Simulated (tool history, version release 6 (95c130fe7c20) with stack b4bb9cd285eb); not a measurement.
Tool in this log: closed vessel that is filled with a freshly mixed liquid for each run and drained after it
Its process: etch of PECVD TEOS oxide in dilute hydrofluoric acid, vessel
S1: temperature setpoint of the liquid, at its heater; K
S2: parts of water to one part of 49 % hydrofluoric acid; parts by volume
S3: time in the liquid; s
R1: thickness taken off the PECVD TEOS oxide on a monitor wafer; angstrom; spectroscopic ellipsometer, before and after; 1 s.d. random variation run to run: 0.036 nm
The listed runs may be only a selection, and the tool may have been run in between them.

Run 1, hour 0.0: S1 294.15 K, S2 150 parts by volume, S3 215 s. Result: R1 96.827 angstrom.
Run 2, hour 7.1: S1 293.15 K, S2 160 parts by volume, S3 215 s. Result: R1 86.586 angstrom.
Run 3, hour 15.2: S1 293.15 K, S2 160 parts by volume, S3 230 s. Result: R1 93.113 angstrom.
Run 4, hour 17.6: S1 293.15 K, S2 160 parts by volume, S3 215 s. Result: R1 86.387 angstrom.
Run 5, hour 24.1: S1 292.65 K, S2 170 parts by volume, S3 215 s. Result: R1 79.363 angstrom.
Run 6, hour 24.9: S1 292.15 K, S2 180 parts by volume, S3 215 s. Result: R1 72.311 angstrom.

Run 7 comes next. What will it give?
Run 7, hour 31.0: S1 291.65 K, S2 185 parts by volume, S3 215 s. Result: R1 ?.

R1: 68.125 angstrom
